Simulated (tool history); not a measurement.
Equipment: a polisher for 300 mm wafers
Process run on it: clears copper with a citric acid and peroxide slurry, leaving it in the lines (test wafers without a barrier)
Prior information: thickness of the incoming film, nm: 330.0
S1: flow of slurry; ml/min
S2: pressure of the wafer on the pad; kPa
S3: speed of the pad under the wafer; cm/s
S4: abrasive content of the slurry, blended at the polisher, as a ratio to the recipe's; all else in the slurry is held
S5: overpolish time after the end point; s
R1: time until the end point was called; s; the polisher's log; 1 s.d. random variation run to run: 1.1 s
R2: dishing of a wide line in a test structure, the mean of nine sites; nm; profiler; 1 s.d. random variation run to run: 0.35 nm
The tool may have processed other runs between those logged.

run	day	S1	S2	S3	S4	S5	R1	R2
1	0	210	24.8	136	1	11	99.151	30.76
2	0.329	210	24.8	136	1.15	11	95.071	31.902
3	0.688	210	24.8	136	1.15	8	96.196	24.861
4	0.717	210	24.8	136	1.15	5	97.888	14.931
5	0.938	210	25.5	136	1.15	5	93.407	15.859
6	1.162	210	26.2	136	1.15	5	93.094	15.408

Forecast run 7:
7	1.4	210	26.9	136	1.15	5	?	?

Run 7 gave R1 88.313 s, R2 16.122 nm.
